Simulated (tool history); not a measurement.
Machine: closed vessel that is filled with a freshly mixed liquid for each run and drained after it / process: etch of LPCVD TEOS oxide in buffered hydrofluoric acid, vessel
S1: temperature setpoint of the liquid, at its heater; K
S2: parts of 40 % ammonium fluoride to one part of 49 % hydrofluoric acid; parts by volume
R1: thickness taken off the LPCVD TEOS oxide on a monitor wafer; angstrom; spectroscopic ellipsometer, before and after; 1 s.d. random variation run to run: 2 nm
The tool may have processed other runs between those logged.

{"run": 1, "hour": 0.0, "S1": 294.15, "S2": 17, "time in the liquid (s)": 105, "R1": 2121.7}
{"run": 2, "hour": 6.4, "S1": 294.15, "S2": 17, "time in the liquid (s)": 110, "R1": 2281.9}
{"run": 3, "hour": 13.0, "S1": 294.15, "S2": 17, "time in the liquid (s)": 105, "R1": 2133.8}
{"run": 4, "hour": 21.5, "S1": 294.15, "S2": 17, "time in the liquid (s)": 110, "R1": 2270.6}
{"run": 5, "hour": 28.6, "S1": 290.65, "S2": 17, "time in the liquid (s)": 110, "R1": 1867.2}
{"run": 6, "hour": 33.1, "S1": 290.65, "S2": 17, "time in the liquid (s)": 105, "R1": 1792.5}
{"run": 7, "hour": 36.3, "S1": 293.65, "S2": 17, "time in the liquid (s)": 105, "R1": 2108}
{"run": 8, "hour": 40.6, "S1": 297.65, "S2": 16.5, "time in the liquid (s)": 105, "R1": 2689.8}
{"run": 9, "hour": 46.9, "S1": 298.15, "S2": 16.5, "time in the liquid (s)": 105, "R1": 2759.2}

Run 10 is up next; what results do you expect?
{"run": 10, "hour": 52.4, "S1": 298.65, "S2": 16.5, "time in the liquid (s)": 105, "R1": "?"}

For run 10 the tool returned R1 2881.2 angstrom.

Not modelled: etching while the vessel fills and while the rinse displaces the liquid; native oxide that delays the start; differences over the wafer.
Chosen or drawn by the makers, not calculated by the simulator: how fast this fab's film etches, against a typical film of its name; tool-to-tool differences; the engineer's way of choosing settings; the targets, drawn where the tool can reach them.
